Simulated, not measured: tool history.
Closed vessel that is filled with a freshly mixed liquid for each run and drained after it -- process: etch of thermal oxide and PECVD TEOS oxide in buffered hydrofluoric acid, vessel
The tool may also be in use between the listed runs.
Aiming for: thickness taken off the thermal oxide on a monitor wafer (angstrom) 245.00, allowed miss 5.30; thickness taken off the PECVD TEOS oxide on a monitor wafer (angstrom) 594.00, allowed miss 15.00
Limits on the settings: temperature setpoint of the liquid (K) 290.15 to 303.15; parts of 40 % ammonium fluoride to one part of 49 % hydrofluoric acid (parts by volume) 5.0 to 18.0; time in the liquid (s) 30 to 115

run,hour,temperature setpoint of the liquid (K),parts of 40 % ammonium fluoride to one part of 49 % hydrofluoric acid (parts by volume),time in the liquid (s),thickness taken off the thermal oxide on a monitor wafer (angstrom),thickness taken off the PECVD TEOS oxide on a monitor wafer (angstrom)
1,0.0,295.15,11.0,60,530.43,1273.30
2,8.4,293.65,13.0,60,412.84,992.65
3,10.0,293.65,13.0,50,342.90,831.57
4,15.8,291.15,13.0,50,297.31,714.12
5,19.1,292.65,13.0,50,323.03,797.27
6,24.1,291.65,13.5,50,297.13,713.94
7,26.6,291.15,14.0,50,277.90,667.13
8,31.4,291.15,14.5,50,267.94,659.07
9,38.1,290.65,14.5,50,258.22,622.88

Next run, 4 choices. One meets every target within its allowed miss, the rest don't. Which?
A,44.8,290.65,14.0,50,?,?
B,44.8,290.65,15.5,50,?,?
C,44.8,292.15,16.5,55,?,?
D,44.8,291.15,14.5,50,?,?

move,thickness taken off the thermal oxide on a monitor wafer (angstrom),thickness taken off the PECVD TEOS oxide on a monitor wafer (angstrom)
A,269.49,656.94
B,243.81,594.34
C,274.56,669.32
D,267.86,652.98
A: further off than the last run
B: each result inside its tolerance
C: further off than the last run
D: further off than the last run
Answer: B

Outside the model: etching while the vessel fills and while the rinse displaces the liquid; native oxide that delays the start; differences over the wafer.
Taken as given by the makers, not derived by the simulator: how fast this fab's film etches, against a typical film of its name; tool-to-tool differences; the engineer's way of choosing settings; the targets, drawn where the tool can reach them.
